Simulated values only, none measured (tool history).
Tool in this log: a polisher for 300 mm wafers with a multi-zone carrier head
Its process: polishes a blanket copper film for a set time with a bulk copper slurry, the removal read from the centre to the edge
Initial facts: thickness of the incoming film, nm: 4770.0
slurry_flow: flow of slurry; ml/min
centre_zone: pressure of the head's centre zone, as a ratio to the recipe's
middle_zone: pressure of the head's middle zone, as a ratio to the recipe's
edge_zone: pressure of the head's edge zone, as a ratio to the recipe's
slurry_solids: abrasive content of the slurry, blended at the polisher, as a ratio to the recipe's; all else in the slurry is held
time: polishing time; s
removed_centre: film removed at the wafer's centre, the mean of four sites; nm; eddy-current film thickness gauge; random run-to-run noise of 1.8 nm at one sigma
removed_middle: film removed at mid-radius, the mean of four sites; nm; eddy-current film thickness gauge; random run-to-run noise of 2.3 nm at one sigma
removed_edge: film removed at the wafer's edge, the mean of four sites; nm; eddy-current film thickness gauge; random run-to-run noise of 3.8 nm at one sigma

Run 1, hour 0.0: slurry_flow 140 ml/min, centre_zone 1.00, middle_zone 1.00, edge_zone 1.00, slurry_solids 1.00, time 51 s. Result: removed_centre 544.89 nm, removed_middle 553.18 nm, removed_edge 558.96 nm.
Run 2, hour 7.0: slurry_flow 135 ml/min, centre_zone 0.99, middle_zone 0.97, edge_zone 0.99, slurry_solids 0.90, time 47 s. Result: removed_centre 484.04 nm, removed_middle 494.87 nm, removed_edge 483.57 nm.
Run 3, hour 13.2: slurry_flow 135 ml/min, centre_zone 0.99, middle_zone 0.90, edge_zone 0.99, slurry_solids 0.90, time 47 s. Result: removed_centre 486.35 nm, removed_middle 461.57 nm, removed_edge 489.85 nm.
Run 4, hour 14.1: slurry_flow 135 ml/min, centre_zone 1.05, middle_zone 0.90, edge_zone 0.99, slurry_solids 0.90, time 47 s. Result: removed_centre 512.14 nm, removed_middle 456.18 nm, removed_edge 493.67 nm.
Run 5, hour 19.0: slurry_flow 135 ml/min, centre_zone 1.09, middle_zone 0.90, edge_zone 0.99, slurry_solids 0.90, time 47 s. Result: removed_centre 526.27 nm, removed_middle 458.44 nm, removed_edge 495.58 nm.
Run 6, hour 26.9: slurry_flow 135 ml/min, centre_zone 1.09, middle_zone 0.90, edge_zone 0.99, slurry_solids 0.90, time 39 s. Result: removed_centre 430.63 nm, removed_middle 379.21 nm, removed_edge 402.23 nm.
Run 7, hour 35.9: slurry_flow 125 ml/min, centre_zone 1.07, middle_zone 0.88, edge_zone 1.01, slurry_solids 0.85, time 37 s. Result: removed_centre 394.81 nm, removed_middle 344.18 nm, removed_edge 385.04 nm.
Run 8, hour 44.6: slurry_flow 120 ml/min, centre_zone 1.05, middle_zone 0.87, edge_zone 1.01, slurry_solids 0.80, time 36 s. Result: removed_centre 372.08 nm, removed_middle 325.64 nm, removed_edge 366.56 nm.
Run 9, hour 52.0: slurry_flow 115 ml/min, centre_zone 1.03, middle_zone 0.86, edge_zone 1.01, slurry_solids 0.75, time 35 s. Result: removed_centre 350.72 nm, removed_middle 309.46 nm, removed_edge 350.35 nm.
Run 10, hour 60.5: slurry_flow 110 ml/min, centre_zone 1.01, middle_zone 0.85, edge_zone 1.01, slurry_solids 0.70, time 35 s. Result: removed_centre 331.70 nm, removed_middle 298.21 nm, removed_edge 338.65 nm.
Run 11, hour 68.9: slurry_flow 105 ml/min, centre_zone 1.00, middle_zone 0.84, edge_zone 1.01, slurry_solids 0.65, time 35 s. Result: removed_centre 320.66 nm, removed_middle 291.31 nm, removed_edge 332.10 nm.
Run 12, hour 75.4: slurry_flow 100 ml/min, centre_zone 0.99, middle_zone 0.83, edge_zone 1.01, slurry_solids 0.60, time 35 s. Result: removed_centre 308.55 nm, removed_middle 277.35 nm, removed_edge 317.27 nm.
Run 13, hour 76.7: slurry_flow 95 ml/min, centre_zone 0.98, middle_zone 0.83, edge_zone 1.02, slurry_solids 0.60, time 35 s. Result: removed_centre 306.17 nm, removed_middle 275.01 nm, removed_edge 318.93 nm.
Run 14, hour 84.2: slurry_flow 95 ml/min, centre_zone 0.97, middle_zone 0.83, edge_zone 1.02, slurry_solids 0.60, time 35 s. Result: removed_centre 304.30 nm, removed_middle 276.49 nm, removed_edge 320.52 nm.
Run 15, hour 89.4: slurry_flow 95 ml/min, centre_zone 0.96, middle_zone 0.83, edge_zone 1.02, slurry_solids 0.60, time 35 s. Result: removed_centre 300.08 nm, removed_middle 277.33 nm, removed_edge 330.10 nm.

For run 16, what comes out?
Run 16, hour 90.7: slurry_flow 90 ml/min, centre_zone 0.95, middle_zone 0.82, edge_zone 1.00, slurry_solids 0.55, time 35 s. Result: removed_centre ?, removed_middle ?, removed_edge ?.

removed_centre: 288.83 nm
removed_middle: 260.74 nm
removed_edge: 310.99 nm

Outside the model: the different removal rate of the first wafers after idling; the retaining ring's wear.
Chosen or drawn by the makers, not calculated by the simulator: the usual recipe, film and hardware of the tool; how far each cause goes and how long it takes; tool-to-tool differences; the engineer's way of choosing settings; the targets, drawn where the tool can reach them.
